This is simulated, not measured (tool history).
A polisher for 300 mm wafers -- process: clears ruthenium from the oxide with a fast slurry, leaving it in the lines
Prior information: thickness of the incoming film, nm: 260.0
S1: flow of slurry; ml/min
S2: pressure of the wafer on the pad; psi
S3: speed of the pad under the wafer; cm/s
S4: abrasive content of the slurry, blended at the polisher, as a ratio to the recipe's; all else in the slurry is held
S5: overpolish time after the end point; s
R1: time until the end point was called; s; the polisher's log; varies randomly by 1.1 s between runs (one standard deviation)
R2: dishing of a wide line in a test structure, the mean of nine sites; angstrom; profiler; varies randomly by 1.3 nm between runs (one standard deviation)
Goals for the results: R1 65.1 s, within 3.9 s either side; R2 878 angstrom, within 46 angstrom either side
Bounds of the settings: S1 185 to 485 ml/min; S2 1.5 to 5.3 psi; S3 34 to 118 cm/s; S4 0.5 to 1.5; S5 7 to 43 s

Run 1, day 0: S1 310 ml/min, S2 3.4 psi, S3 76 cm/s, S4 1, S5 22 s. Result: R1 87.928 s, R2 480.49 angstrom.
Run 2, day 0.2: S1 310 ml/min, S2 3.4 psi, S3 76 cm/s, S4 1, S5 27 s. Result: R1 91.799 s, R2 572.81 angstrom.
Run 3, day 0.471: S1 310 ml/min, S2 3.6 psi, S3 76 cm/s, S4 1, S5 28 s. Result: R1 84.269 s, R2 597.26 angstrom.
Run 4, day 0.696: S1 310 ml/min, S2 3.7 psi, S3 76 cm/s, S4 1, S5 29 s. Result: R1 79.813 s, R2 632.6 angstrom.
Run 5, day 0.988: S1 250 ml/min, S2 3.7 psi, S3 76 cm/s, S4 1, S5 29 s. Result: R1 84.858 s, R2 624.48 angstrom.
Run 6, day 1.033: S1 250 ml/min, S2 3.7 psi, S3 76 cm/s, S4 1, S5 34 s. Result: R1 82.024 s, R2 711.94 angstrom.
Run 7, day 1.175: S1 250 ml/min, S2 3.8 psi, S3 76 cm/s, S4 1, S5 34 s. Result: R1 78.721 s, R2 734.41 angstrom.
Run 8, day 1.338: S1 250 ml/min, S2 3.9 psi, S3 76 cm/s, S4 1, S5 34 s. Result: R1 79.507 s, R2 734.73 angstrom.
Run 9, day 1.633: S1 250 ml/min, S2 4 psi, S3 76 cm/s, S4 1, S5 34 s. Result: R1 77.745 s, R2 741.29 angstrom.
Run 10, day 1.921: S1 250 ml/min, S2 4.1 psi, S3 76 cm/s, S4 1, S5 34 s. Result: R1 74.45 s, R2 765.21 angstrom.
Run 11, day 2.217: S1 250 ml/min, S2 4.2 psi, S3 76 cm/s, S4 1, S5 34 s. Result: R1 75.058 s, R2 768.51 angstrom.
Run 12, day 2.504: S1 250 ml/min, S2 4.3 psi, S3 76 cm/s, S4 1, S5 34 s. Result: R1 70.292 s, R2 771.5 angstrom.

4 next moves are on the table. One of them brings every result within its allowed miss. Which?
Run A, day 2.792: S1 270 ml/min, S2 4.4 psi, S3 78 cm/s, S4 0.85, S5 37 s. Result: R1 ?, R2 ?.
Run B, day 2.792: S1 280 ml/min, S2 4.7 psi, S3 72 cm/s, S4 1.15, S5 36 s. Result: R1 ?, R2 ?.
Run C, day 2.792: S1 255 ml/min, S2 4.6 psi, S3 80 cm/s, S4 1, S5 26 s. Result: R1 ?, R2 ?.
Run D, day 2.792: S1 195 ml/min, S2 4.9 psi, S3 74 cm/s, S4 0.8, S5 25 s. Result: R1 ?, R2 ?.

move      R1      R2
   A  73.009   816.2
   B   64.02  871.72
   C   63.38  707.11
   D  74.163  612.52
A: closer than the last run, but not yet in spec
B: every result within its allowed miss
C: its largest miss is bigger than the last run's
D: its largest miss is bigger than the last run's
Answer: B
